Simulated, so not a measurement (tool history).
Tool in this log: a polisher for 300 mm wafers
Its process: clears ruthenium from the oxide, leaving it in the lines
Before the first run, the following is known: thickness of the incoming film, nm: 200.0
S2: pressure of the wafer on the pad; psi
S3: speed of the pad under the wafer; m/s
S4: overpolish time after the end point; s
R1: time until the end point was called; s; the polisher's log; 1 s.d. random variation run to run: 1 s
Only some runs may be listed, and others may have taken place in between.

Run 1, hour 0.0: flow of slurry (ml/min) 210, S2 2.4 psi, S3 1.20 m/s, S4 9 s. Result: R1 129.79 s.
Run 2, hour 5.7: flow of slurry (ml/min) 210, S2 2.4 psi, S3 1.20 m/s, S4 7 s. Result: R1 130.44 s.
Run 3, hour 7.5: flow of slurry (ml/min) 240, S2 2.4 psi, S3 1.20 m/s, S4 7 s. Result: R1 123.43 s.
Run 4, hour 11.1: flow of slurry (ml/min) 250, S2 2.5 psi, S3 1.20 m/s, S4 7 s. Result: R1 123.19 s.
Run 5, hour 11.8: flow of slurry (ml/min) 250, S2 2.8 psi, S3 1.20 m/s, S4 7 s. Result: R1 109.70 s.
Run 6, hour 20.3: flow of slurry (ml/min) 250, S2 2.9 psi, S3 1.20 m/s, S4 7 s. Result: R1 105.17 s.
Run 7, hour 28.0: flow of slurry (ml/min) 250, S2 2.9 psi, S3 1.20 m/s, S4 7 s. Result: R1 107.46 s.

Run 8 is up next; what results do you expect?
Run 8, hour 30.6: flow of slurry (ml/min) 250, S2 3.0 psi, S3 1.20 m/s, S4 7 s. Result: R1 ?.

Logged for run 8: R1 102.93 s.

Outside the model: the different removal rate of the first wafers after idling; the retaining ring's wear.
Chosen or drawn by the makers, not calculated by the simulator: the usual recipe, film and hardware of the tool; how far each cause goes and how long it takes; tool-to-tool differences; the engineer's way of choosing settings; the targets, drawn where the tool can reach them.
